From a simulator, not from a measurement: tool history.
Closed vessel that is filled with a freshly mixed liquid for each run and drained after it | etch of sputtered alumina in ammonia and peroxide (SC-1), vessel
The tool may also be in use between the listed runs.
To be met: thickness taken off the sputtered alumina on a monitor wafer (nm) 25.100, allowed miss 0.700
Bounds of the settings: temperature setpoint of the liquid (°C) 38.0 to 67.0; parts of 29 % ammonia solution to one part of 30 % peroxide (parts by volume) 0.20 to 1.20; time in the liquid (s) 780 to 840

run,hour,temperature setpoint of the liquid (°C),parts of 29 % ammonia solution to one part of 30 % peroxide (parts by volume),time in the liquid (s),thickness taken off the sputtered alumina on a monitor wafer (nm)
1,0.0,51.0,1.00,780,46.615
2,2.0,49.0,1.00,780,42.318
3,9.3,47.5,1.00,780,37.683
4,13.1,46.5,1.00,780,36.326
5,15.3,45.5,1.00,780,33.845
# hour 19.0: thermometer replaced
6,19.0,45.5,1.00,780,30.712
7,24.2,45.0,1.00,780,30.058
8,27.5,44.5,1.00,780,29.684
9,36.8,44.0,1.00,780,28.309
10,38.4,43.5,1.00,780,27.606
11,40.8,42.5,1.00,780,26.627

Which of these 5 next moves meets every target?
A,43.2,40.5,1.20,780,?
B,43.2,41.0,0.70,780,?
C,43.2,40.5,0.95,790,?
D,43.2,41.5,1.20,780,?
E,43.2,44.0,0.65,780,?

move,thickness taken off the sputtered alumina on a monitor wafer (nm)
A,23.910
B,23.381
C,23.679
D,25.352
E,27.626
A: takes the result that was furthest off past its target
B: takes the result that was furthest off past its target
C: takes the result that was furthest off past its target
D: meets every target
E: further off than the last run
The right move is D.
